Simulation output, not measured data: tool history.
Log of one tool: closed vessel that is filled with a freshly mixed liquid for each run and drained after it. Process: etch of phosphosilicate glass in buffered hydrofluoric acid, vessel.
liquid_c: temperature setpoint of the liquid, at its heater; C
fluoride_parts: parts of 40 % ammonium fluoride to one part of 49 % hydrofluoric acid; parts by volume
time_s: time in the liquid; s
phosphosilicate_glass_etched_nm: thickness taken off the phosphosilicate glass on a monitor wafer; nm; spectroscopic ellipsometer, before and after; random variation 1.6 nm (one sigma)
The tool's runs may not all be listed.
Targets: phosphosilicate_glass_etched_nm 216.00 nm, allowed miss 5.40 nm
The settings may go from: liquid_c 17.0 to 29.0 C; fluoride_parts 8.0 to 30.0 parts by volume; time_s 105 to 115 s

run    day  liquid_c  fluoride_parts  time_s  phosphosilicate_glass_etched_nm
  1  0.000      21.0            21.5     105                           246.19
  2  0.071      20.0            21.5     105                           231.38
  3  0.200      21.5            21.5     105                           248.17
  4  0.242      20.5            21.5     105                           235.14
  5  0.562      20.5            21.5     115                           261.74
  6  0.583      20.5            15.5     115                           348.01
  7  0.646      19.5            17.5     115                           296.05
  8  0.958      18.5            19.0     115                           259.88
  9  1.312      18.0            19.5     115                           243.68
 10  1.562      18.0            19.5     115                           243.66
 11  1.933      17.5            20.0     115                           232.64

Which of these 4 next moves meets every target?
  A  2.304      17.0            18.0     105                                ?
  B  2.304      17.5            22.0     115                                ?
  C  2.304      17.5            17.5     110                                ?
  D  2.304      19.5            21.5     110                                ?

move  phosphosilicate_glass_etched_nm
   A                           228.95
   B                           217.68
   C                           253.77
   D                           236.98
A: nearer than the last run, and not there yet
B: meets every target
C: further off than the last run
D: further off than the last run
Answer: B
